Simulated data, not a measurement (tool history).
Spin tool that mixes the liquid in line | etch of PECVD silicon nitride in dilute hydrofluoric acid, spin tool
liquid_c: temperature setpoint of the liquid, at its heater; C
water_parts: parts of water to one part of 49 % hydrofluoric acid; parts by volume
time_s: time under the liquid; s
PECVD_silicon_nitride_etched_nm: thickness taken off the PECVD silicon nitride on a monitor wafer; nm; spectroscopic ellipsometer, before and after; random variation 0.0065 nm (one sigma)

run,hour,liquid_c,water_parts,time_s,PECVD_silicon_nitride_etched_nm
1,0,23,180,90,1.2604
2,3.7,22.5,190,90,1.1863
3,12.6,20,190,90,0.96577
4,17.3,19.5,200,90,0.90551
5,23.5,19.5,235,90,0.77789
6,25.5,19,245,90,0.72549

Run 7 comes next. What will it give?
7,34.5,19,250,90,?

Run 7 gave PECVD_silicon_nitride_etched_nm 0.70212 nm.

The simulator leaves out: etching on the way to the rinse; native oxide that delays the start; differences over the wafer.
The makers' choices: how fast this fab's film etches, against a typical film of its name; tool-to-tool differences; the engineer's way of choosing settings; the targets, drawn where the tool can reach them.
